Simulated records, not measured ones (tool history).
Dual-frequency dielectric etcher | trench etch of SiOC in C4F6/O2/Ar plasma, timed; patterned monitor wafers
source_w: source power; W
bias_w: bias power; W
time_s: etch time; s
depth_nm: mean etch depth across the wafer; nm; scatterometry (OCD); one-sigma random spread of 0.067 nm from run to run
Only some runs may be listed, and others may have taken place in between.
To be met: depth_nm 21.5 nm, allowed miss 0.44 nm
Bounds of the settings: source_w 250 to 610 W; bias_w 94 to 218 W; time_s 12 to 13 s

Run 1, hour 0: source_w 430 W, bias_w 156 W, time_s 13 s. Result: depth_nm 25.677 nm.
Run 2, hour 8.6: source_w 390 W, bias_w 152 W, time_s 13 s. Result: depth_nm 24.912 nm.
Run 3, hour 13.5: source_w 320 W, bias_w 152 W, time_s 13 s. Result: depth_nm 23.839 nm.
Run 4, hour 17.1: source_w 320 W, bias_w 162 W, time_s 13 s. Result: depth_nm 24.502 nm.
Run 5, hour 18.6: source_w 320 W, bias_w 162 W, time_s 13 s. Result: depth_nm 24.436 nm.
Run 6, hour 26.6: source_w 310 W, bias_w 153 W, time_s 13 s. Result: depth_nm 23.832 nm.
Run 7, hour 27.3: source_w 250 W, bias_w 126 W, time_s 12.5 s. Result: depth_nm 20.584 nm.
Run 8, hour 30.2: source_w 260 W, bias_w 127 W, time_s 12.5 s. Result: depth_nm 20.562 nm.
Run 9, hour 33.5: source_w 270 W, bias_w 128 W, time_s 12.5 s. Result: depth_nm 20.829 nm.

Pick the move, out of 4, that brings all results within their allowed miss; only one does.
Run A, hour 36.8: source_w 360 W, bias_w 106 W, time_s 12 s. Result: depth_nm ?.
Run B, hour 36.8: source_w 280 W, bias_w 125 W, time_s 12 s. Result: depth_nm ?.
Run C, hour 36.8: source_w 300 W, bias_w 114 W, time_s 13 s. Result: depth_nm ?.
Run D, hour 36.8: source_w 250 W, bias_w 142 W, time_s 12 s. Result: depth_nm ?.

move  depth_nm
   A    20.027
   B    20.068
   C    21.372
   D    20.518
A: misses by more than the last run did
B: misses by more than the last run did
C: each result inside its tolerance
D: misses by more than the last run did
So the answer is move C, the one that meets all the targets.
